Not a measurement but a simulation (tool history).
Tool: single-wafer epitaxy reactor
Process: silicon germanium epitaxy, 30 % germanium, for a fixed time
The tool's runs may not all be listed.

run	day	wafer temperature setpoint (pyrometer-controlled) (deg C)	chamber pressure (mTorr)	mean film thickness on the monitor wafer (Å)
1	0	585	24700	488.42
2	0.204	581	24600	449.51
3	0.333	592	24600	573.22
4	0.625	587	24500	516.17
5	0.688	594	24500	591.91
6	0.958	584	24500	479.63
7	1.138	580	24400	441.07

What will run 8 give?
8	1.2	577	24300	?

{"run 8": {"mean film thickness on the monitor wafer (Å)": 408.47}}
